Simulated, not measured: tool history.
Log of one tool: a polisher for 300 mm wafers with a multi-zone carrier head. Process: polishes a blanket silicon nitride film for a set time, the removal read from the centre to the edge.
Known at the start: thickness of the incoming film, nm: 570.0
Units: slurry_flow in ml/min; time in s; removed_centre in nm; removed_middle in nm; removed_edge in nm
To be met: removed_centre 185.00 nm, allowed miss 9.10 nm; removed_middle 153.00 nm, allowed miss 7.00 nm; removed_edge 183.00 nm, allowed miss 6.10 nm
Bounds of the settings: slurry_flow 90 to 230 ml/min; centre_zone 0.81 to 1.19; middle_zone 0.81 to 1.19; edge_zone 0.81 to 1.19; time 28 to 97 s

{"run": 1, "hour": 0.0, "slurry_flow": 150, "centre_zone": 1.0, "middle_zone": 1.0, "edge_zone": 1.0, "time": 62, "removed_centre": 125.85, "removed_middle": 124.27, "removed_edge": 130.62}
{"run": 2, "hour": 5.8, "slurry_flow": 150, "centre_zone": 1.06, "middle_zone": 1.0, "edge_zone": 1.0, "time": 62, "removed_centre": 133.56, "removed_middle": 127.22, "removed_edge": 130.49}
{"run": 3, "hour": 7.1, "slurry_flow": 150, "centre_zone": 1.06, "middle_zone": 1.0, "edge_zone": 1.0, "time": 55, "removed_centre": 120.1, "removed_middle": 113.21, "removed_edge": 114.83}
{"run": 4, "hour": 9.8, "slurry_flow": 180, "centre_zone": 1.06, "middle_zone": 1.0, "edge_zone": 1.0, "time": 55, "removed_centre": 123.21, "removed_middle": 116.99, "removed_edge": 117.6}
{"run": 5, "hour": 11.8, "slurry_flow": 155, "centre_zone": 1.06, "middle_zone": 1.0, "edge_zone": 1.0, "time": 55, "removed_centre": 119.1, "removed_middle": 114.06, "removed_edge": 117.16}
{"run": 6, "hour": 13.6, "slurry_flow": 155, "centre_zone": 1.06, "middle_zone": 1.06, "edge_zone": 1.0, "time": 55, "removed_centre": 121.66, "removed_middle": 117.93, "removed_edge": 113.77}
{"run": 7, "hour": 20.9, "slurry_flow": 160, "centre_zone": 1.08, "middle_zone": 1.03, "edge_zone": 1.03, "time": 59, "removed_centre": 133.37, "removed_middle": 126.24, "removed_edge": 126.01}
{"run": 8, "hour": 29.8, "slurry_flow": 160, "centre_zone": 1.1, "middle_zone": 1.0, "edge_zone": 1.06, "time": 62, "removed_centre": 140.32, "removed_middle": 129.16, "removed_edge": 132.5}
{"run": 9, "hour": 32.7, "slurry_flow": 160, "centre_zone": 1.11, "middle_zone": 0.97, "edge_zone": 1.07, "time": 65, "removed_centre": 150.75, "removed_middle": 129.87, "removed_edge": 141.17}
{"run": 10, "hour": 33.8, "slurry_flow": 160, "centre_zone": 1.11, "middle_zone": 0.96, "edge_zone": 1.08, "time": 68, "removed_centre": 154.04, "removed_middle": 138.07, "removed_edge": 149.08}
{"run": 11, "hour": 39.9, "slurry_flow": 190, "centre_zone": 1.19, "middle_zone": 0.86, "edge_zone": 1.18, "time": 77, "removed_centre": 195.16, "removed_middle": 142.92, "removed_edge": 181.84}

Which of these 5 next moves meets every target?
{"run": "A", "hour": 46.0, "slurry_flow": 175, "centre_zone": 1.06, "middle_zone": 0.93, "edge_zone": 1.19, "time": 82, "removed_centre": "?", "removed_middle": "?", "removed_edge": "?"}
{"run": "B", "hour": 46.0, "slurry_flow": 150, "centre_zone": 0.85, "middle_zone": 1.01, "edge_zone": 1.19, "time": 85, "removed_centre": "?", "removed_middle": "?", "removed_edge": "?"}
{"run": "C", "hour": 46.0, "slurry_flow": 150, "centre_zone": 1.1, "middle_zone": 0.88, "edge_zone": 1.12, "time": 82, "removed_centre": "?", "removed_middle": "?", "removed_edge": "?"}
{"run": "D", "hour": 46.0, "slurry_flow": 200, "centre_zone": 1.05, "middle_zone": 0.92, "edge_zone": 1.07, "time": 82, "removed_centre": "?", "removed_middle": "?", "removed_edge": "?"}
{"run": "E", "hour": 46.0, "slurry_flow": 185, "centre_zone": 1.06, "middle_zone": 0.85, "edge_zone": 1.19, "time": 82, "removed_centre": "?", "removed_middle": "?", "removed_edge": "?"}

move=A removed_centre=181.79 removed_middle=164.10 removed_edge=191.63
move=B removed_centre=155.30 removed_middle=177.17 removed_edge=194.23
move=C removed_centre=180.76 removed_middle=152.19 removed_edge=182.21
move=D removed_centre=184.94 removed_middle=166.23 removed_edge=184.95
move=E removed_centre=183.63 removed_middle=153.76 removed_edge=193.16
A: takes the result that was furthest off past its target
B: takes the result that was furthest off past its target
C: meets every target
D: takes the result that was furthest off past its target
E: brings the result that was furthest off to its target, and leaves another outside
Answer: C

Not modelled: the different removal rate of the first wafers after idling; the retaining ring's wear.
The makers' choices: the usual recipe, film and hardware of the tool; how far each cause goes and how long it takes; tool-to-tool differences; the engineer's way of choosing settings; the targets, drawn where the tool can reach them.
